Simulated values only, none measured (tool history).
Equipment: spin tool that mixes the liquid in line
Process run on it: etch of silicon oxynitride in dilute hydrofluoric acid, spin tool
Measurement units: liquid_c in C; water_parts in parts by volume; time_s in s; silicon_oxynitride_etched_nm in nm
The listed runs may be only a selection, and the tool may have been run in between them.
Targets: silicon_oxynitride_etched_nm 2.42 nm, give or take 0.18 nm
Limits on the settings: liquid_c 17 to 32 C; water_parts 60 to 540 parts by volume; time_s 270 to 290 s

| run | day | liquid_c | water_parts | time_s | silicon_oxynitride_etched_nm |
|---|---|---|---|---|---|
| 1 | 0 | 24 | 300 | 270 | 1.3319 |
| 2 | 0.142 | 21.5 | 300 | 270 | 1.2096 |
| 3 | 0.296 | 19 | 300 | 270 | 1.0629 |
| 4 | 0.333 | 19 | 210 | 270 | 1.6003 |
| 5 | 0.683 | 20 | 205 | 270 | 1.7474 |
| 6 | 0.779 | 20 | 205 | 290 | 1.8709 |
| 7 | 1.121 | 20 | 205 | 290 | 1.8319 |
|  | 1.475 | thermometer replaced |
| 8 | 1.475 | 20.5 | 200 | 290 | 2.2115 |

4 next moves are on the table. One of them brings every result within its allowed miss. Which?
| A | 1.829 | 23 | 220 | 275 | ? |
| B | 1.829 | 17 | 165 | 270 | ? |
| C | 1.829 | 19 | 160 | 270 | ? |
| D | 1.829 | 21.5 | 225 | 290 | ? |

| move | silicon_oxynitride_etched_nm |
|---|---|
| A | 2.1 |
| B | 2.1549 |
| C | 2.4552 |
| D | 2.0173 |
A: further off than the last run
B: further off than the last run
C: hits every target within its allowed miss
D: further off than the last run
So the answer is move C, the one that meets all the targets.

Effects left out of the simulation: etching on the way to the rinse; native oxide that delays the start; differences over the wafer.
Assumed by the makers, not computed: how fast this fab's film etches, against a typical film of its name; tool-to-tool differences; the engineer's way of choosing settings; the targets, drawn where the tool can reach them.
